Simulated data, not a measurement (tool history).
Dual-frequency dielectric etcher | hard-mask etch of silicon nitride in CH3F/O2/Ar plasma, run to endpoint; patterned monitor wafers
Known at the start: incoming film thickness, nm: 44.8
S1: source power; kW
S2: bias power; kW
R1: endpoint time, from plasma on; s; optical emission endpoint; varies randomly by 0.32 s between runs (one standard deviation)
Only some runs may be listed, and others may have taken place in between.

run    day     S1     S2      R1
  1  0.000  0.510  0.054  69.139
  2  0.242  0.600  0.054  64.750
  3  0.421  0.570  0.053  66.899
  4  0.633  0.540  0.052  68.491
  5  0.671  0.590  0.052  65.834
  6  0.912  0.560  0.051  68.363
  7  1.138  0.540  0.050  69.361
  8  1.338  0.540  0.050  69.274
  9  1.667  0.520  0.049  71.305
 10  2.033  0.500  0.048  72.181
 11  2.404  0.500  0.048  72.944
 12  2.454  0.480  0.047  74.996
 13  2.554  0.470  0.047  75.006
 14  2.642  0.460  0.047  75.643

Run 15 comes next. What will it give?
 15  2.788  0.450  0.047   ?

R1: 76.740 s
